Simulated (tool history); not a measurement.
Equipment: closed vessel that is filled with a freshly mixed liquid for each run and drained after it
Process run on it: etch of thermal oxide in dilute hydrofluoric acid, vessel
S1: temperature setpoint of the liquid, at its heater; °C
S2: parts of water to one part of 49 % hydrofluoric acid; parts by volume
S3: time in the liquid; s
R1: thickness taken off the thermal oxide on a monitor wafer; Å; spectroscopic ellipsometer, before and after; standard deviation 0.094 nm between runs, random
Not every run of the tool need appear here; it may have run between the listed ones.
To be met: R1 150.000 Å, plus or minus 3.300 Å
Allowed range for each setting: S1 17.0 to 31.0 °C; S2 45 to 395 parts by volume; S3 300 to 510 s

Run 1, hour 0.0: S1 23.0 °C, S2 220 parts by volume, S3 510 s. Result: R1 91.401 Å.
Run 2, hour 6.7: S1 23.0 °C, S2 260 parts by volume, S3 510 s. Result: R1 73.298 Å.
Run 3, hour 14.3: S1 23.0 °C, S2 260 parts by volume, S3 510 s. Result: R1 74.022 Å.
Run 4, hour 21.1: S1 23.0 °C, S2 260 parts by volume, S3 510 s. Result: R1 73.304 Å.
Run 5, hour 28.1: S1 23.0 °C, S2 210 parts by volume, S3 510 s. Result: R1 95.064 Å.
Run 6, hour 32.2: S1 23.0 °C, S2 210 parts by volume, S3 510 s. Result: R1 96.602 Å.
Run 7, hour 36.6: S1 25.0 °C, S2 200 parts by volume, S3 510 s. Result: R1 110.580 Å.
Run 8, hour 45.1: S1 25.0 °C, S2 200 parts by volume, S3 510 s. Result: R1 109.970 Å.
Run 9, hour 52.9: S1 26.5 °C, S2 195 parts by volume, S3 510 s. Result: R1 118.490 Å.

5 candidate next runs follow, results not yet known. Just one meets every target within its allowed miss. Identify it.
Run A, hour 60.7: S1 26.0 °C, S2 160 parts by volume, S3 510 s. Result: R1 ?.
Run B, hour 60.7: S1 25.5 °C, S2 150 parts by volume, S3 510 s. Result: R1 ?.
Run C, hour 60.7: S1 29.0 °C, S2 170 parts by volume, S3 510 s. Result: R1 ?.
Run D, hour 60.7: S1 27.0 °C, S2 170 parts by volume, S3 510 s. Result: R1 ?.
Run E, hour 60.7: S1 30.5 °C, S2 175 parts by volume, S3 510 s. Result: R1 ?.

move       R1
   A  149.350
   B  158.210
   C  154.920
   D  144.120
   E  157.700
A: each result inside its tolerance
B: moves the result that the last run missed by most past its target, out the other side
C: moves the result that the last run missed by most past its target, out the other side
D: an improvement on the last run, though not all results are within tolerance
E: moves the result that the last run missed by most past its target, out the other side
Move A is the one to make.

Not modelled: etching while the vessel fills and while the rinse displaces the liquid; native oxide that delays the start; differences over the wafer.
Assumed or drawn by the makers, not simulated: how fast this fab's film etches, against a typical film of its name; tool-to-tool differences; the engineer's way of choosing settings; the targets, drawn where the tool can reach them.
